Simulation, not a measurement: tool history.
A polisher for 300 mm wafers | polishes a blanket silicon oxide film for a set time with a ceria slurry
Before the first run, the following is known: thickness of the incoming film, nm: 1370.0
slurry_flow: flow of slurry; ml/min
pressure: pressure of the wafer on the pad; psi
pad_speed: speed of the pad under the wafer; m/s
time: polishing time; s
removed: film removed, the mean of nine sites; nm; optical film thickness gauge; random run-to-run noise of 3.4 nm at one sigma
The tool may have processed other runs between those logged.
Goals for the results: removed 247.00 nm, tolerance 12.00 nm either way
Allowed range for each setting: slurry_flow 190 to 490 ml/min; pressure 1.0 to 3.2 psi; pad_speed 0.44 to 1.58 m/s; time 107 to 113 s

| run | hour | slurry_flow | pressure | pad_speed | time | removed |
|---|---|---|---|---|---|---|
| 1 | 0.0 | 315 | 2.1 | 1.00 | 107 | 318.33 |
| 2 | 2.6 | 315 | 1.9 | 1.00 | 107 | 290.86 |
| 3 | 11.4 | 315 | 1.9 | 1.00 | 107 | 295.33 |
| 4 | 14.5 | 315 | 1.8 | 1.00 | 107 | 275.69 |
| 5 | 17.9 | 315 | 2.0 | 1.00 | 107 | 307.19 |
| 6 | 19.2 | 315 | 1.9 | 1.00 | 107 | 292.43 |
| 7 | 24.0 | 315 | 1.8 | 1.00 | 107 | 275.25 |
| 8 | 25.6 | 315 | 1.7 | 1.00 | 107 | 260.33 |

5 candidate next runs follow, results not yet known. Just one meets every target within its allowed miss. Identify it.
| A | 27.2 | 290 | 1.4 | 1.06 | 108 | ? |
| B | 27.2 | 310 | 1.9 | 0.80 | 107 | ? |
| C | 27.2 | 290 | 1.4 | 1.00 | 107 | ? |
| D | 27.2 | 305 | 1.5 | 0.94 | 107 | ? |
| E | 27.2 | 220 | 1.3 | 1.18 | 107 | ? |

| move | removed |
|---|---|
| A | 230.24 |
| B | 257.40 |
| C | 219.47 |
| D | 226.32 |
| E | 221.56 |
A: moves the result that the last run missed by most past its target, out the other side
B: each result inside its tolerance
C: moves the result that the last run missed by most past its target, out the other side
D: moves the result that the last run missed by most past its target, out the other side
E: moves the result that the last run missed by most past its target, out the other side
B is the move that brings every result within its allowed miss.
